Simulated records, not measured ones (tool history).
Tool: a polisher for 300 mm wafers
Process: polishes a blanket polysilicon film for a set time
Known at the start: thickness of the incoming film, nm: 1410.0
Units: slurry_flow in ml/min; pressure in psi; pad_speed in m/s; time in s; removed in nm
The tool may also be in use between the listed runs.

Run 1, hour 0: slurry_flow 250 ml/min, pressure 3.3 psi, pad_speed 1.24 m/s, time 53 s. Result: removed 580.67 nm.
Run 2, hour 8.7: slurry_flow 250 ml/min, pressure 3.3 psi, pad_speed 1.24 m/s, time 53 s. Result: removed 580.38 nm.
Run 3, hour 12.8: slurry_flow 310 ml/min, pressure 3.3 psi, pad_speed 1.24 m/s, time 53 s. Result: removed 586.09 nm.
Run 4, hour 17.6: slurry_flow 310 ml/min, pressure 3.1 psi, pad_speed 1.2 m/s, time 53 s. Result: removed 538.35 nm.
Run 5, hour 18.2: slurry_flow 310 ml/min, pressure 3.1 psi, pad_speed 1.34 m/s, time 53 s. Result: removed 596.22 nm.
Run 6, hour 23.3: slurry_flow 310 ml/min, pressure 2.9 psi, pad_speed 1.28 m/s, time 53 s. Result: removed 544.08 nm.
Run 7, hour 30.3: slurry_flow 310 ml/min, pressure 2.8 psi, pad_speed 1.22 m/s, time 53 s. Result: removed 488.26 nm.
Run 8, hour 31.1: slurry_flow 310 ml/min, pressure 2.7 psi, pad_speed 1.18 m/s, time 53 s. Result: removed 467.82 nm.
At hour 34.2: worn pad replaced by a new one.
Run 9, hour 34.2: slurry_flow 310 ml/min, pressure 2.6 psi, pad_speed 1.14 m/s, time 53 s. Result: removed 487.07 nm.
Run 10, hour 35.8: slurry_flow 320 ml/min, pressure 2.5 psi, pad_speed 1.08 m/s, time 53 s. Result: removed 448.99 nm.
Run 11, hour 37: slurry_flow 300 ml/min, pressure 2.4 psi, pad_speed 1.02 m/s, time 53 s. Result: removed 399.96 nm.

The next listed run, before its measurement:
Run 12, hour 41.2: slurry_flow 230 ml/min, pressure 1.5 psi, pad_speed 0.82 m/s, time 53 s. Result: removed ?.

Run 12 gave removed 212.19 nm.
